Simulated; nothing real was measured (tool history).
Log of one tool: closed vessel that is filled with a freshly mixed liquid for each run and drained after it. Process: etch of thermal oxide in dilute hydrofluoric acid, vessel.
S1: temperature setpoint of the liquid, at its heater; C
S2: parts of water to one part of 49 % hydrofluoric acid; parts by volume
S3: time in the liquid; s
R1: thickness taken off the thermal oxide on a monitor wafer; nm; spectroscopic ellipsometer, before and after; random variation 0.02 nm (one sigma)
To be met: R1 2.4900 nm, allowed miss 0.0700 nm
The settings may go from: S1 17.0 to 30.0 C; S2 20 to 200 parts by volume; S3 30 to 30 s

run 1 hour=0.0 | S1=22.0 S2=110 S3=30 | R1=1.2387
run 2 hour=4.1 | S1=22.0 S2=70 S3=30 | R1=2.0007
run 3 hour=10.0 | S1=20.0 S2=70 S3=30 | R1=1.8528
run 4 hour=14.0 | S1=22.5 S2=70 S3=30 | R1=2.0993
run 5 hour=21.4 | S1=23.5 S2=70 S3=30 | R1=2.1227
run 6 hour=27.5 | S1=24.5 S2=70 S3=30 | R1=2.2380
run 7 hour=30.2 | S1=25.0 S2=70 S3=30 | R1=2.3029
run 8 hour=39.0 | S1=25.5 S2=70 S3=30 | R1=2.3450
run 9 hour=42.2 | S1=25.5 S2=70 S3=30 | R1=2.3216
run 10 hour=48.5 | S1=26.0 S2=70 S3=30 | R1=2.3510
run 11 hour=55.4 | S1=26.5 S2=70 S3=30 | R1=2.4600

4 next moves are on the table. One of them brings every result within its allowed miss. Which?
run A hour=62.3 | S1=25.5 S2=65 S3=30 | R1=?
run B hour=62.3 | S1=26.0 S2=70 S3=30 | R1=?
run C hour=62.3 | S1=27.5 S2=75 S3=30 | R1=?
run D hour=62.3 | S1=24.0 S2=65 S3=30 | R1=?

move=A R1=2.5449
move=B R1=2.3956
move=C R1=2.3574
move=D R1=2.3948
A: meets every target
B: further off than the last run
C: further off than the last run
D: further off than the last run
Move A is the one to make.

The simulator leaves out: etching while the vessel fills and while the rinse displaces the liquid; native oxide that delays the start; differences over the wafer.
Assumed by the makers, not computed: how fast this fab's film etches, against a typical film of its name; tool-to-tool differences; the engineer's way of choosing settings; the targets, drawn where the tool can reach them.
